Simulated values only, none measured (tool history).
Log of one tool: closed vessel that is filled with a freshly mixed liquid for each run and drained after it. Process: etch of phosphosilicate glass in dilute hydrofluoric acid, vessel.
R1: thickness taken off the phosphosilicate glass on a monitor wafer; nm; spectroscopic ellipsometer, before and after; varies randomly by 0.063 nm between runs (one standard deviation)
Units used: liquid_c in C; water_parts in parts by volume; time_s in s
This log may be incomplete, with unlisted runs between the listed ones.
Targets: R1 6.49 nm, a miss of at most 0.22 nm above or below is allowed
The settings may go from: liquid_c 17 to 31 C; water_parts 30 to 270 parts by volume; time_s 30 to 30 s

Run 1, hour 0: liquid_c 23 C, water_parts 150 parts by volume, time_s 30 s. Result: R1 9.9456 nm.
Run 2, hour 4.7: liquid_c 22 C, water_parts 155 parts by volume, time_s 30 s. Result: R1 9.1588 nm.
Run 3, hour 7: liquid_c 22 C, water_parts 155 parts by volume, time_s 30 s. Result: R1 9.1531 nm.
Run 4, hour 12.5: liquid_c 22 C, water_parts 155 parts by volume, time_s 30 s. Result: R1 9.2387 nm.
Run 5, hour 13.5: liquid_c 22 C, water_parts 155 parts by volume, time_s 30 s. Result: R1 9.1719 nm.
Run 6, hour 21: liquid_c 22 C, water_parts 155 parts by volume, time_s 30 s. Result: R1 9.1434 nm.
Run 7, hour 26.2: liquid_c 21 C, water_parts 160 parts by volume, time_s 30 s. Result: R1 8.506 nm.
Run 8, hour 30.9: liquid_c 20.5 C, water_parts 165 parts by volume, time_s 30 s. Result: R1 8.0801 nm.
Run 9, hour 37.5: liquid_c 20 C, water_parts 170 parts by volume, time_s 30 s. Result: R1 7.6953 nm.

Exactly one of the 5 candidate moves below puts every result within its allowed miss. Which one?
Run A, hour 44.1: liquid_c 20 C, water_parts 180 parts by volume, time_s 30 s. Result: R1 ?.
Run B, hour 44.1: liquid_c 21.5 C, water_parts 170 parts by volume, time_s 30 s. Result: R1 ?.
Run C, hour 44.1: liquid_c 18 C, water_parts 185 parts by volume, time_s 30 s. Result: R1 ?.
Run D, hour 44.1: liquid_c 26.5 C, water_parts 220 parts by volume, time_s 30 s. Result: R1 ?.
Run E, hour 44.1: liquid_c 22 C, water_parts 190 parts by volume, time_s 30 s. Result: R1 ?.

move      R1
   A  7.1569
   B  8.1161
   C   6.404
   D  7.1517
   E  7.2492
A: moves toward the targets from the last run without getting all of them in spec
B: misses by more than the last run did
C: hits every target within its allowed miss
D: moves toward the targets from the last run without getting all of them in spec
E: moves toward the targets from the last run without getting all of them in spec
So the answer is move C, the one that meets all the targets.
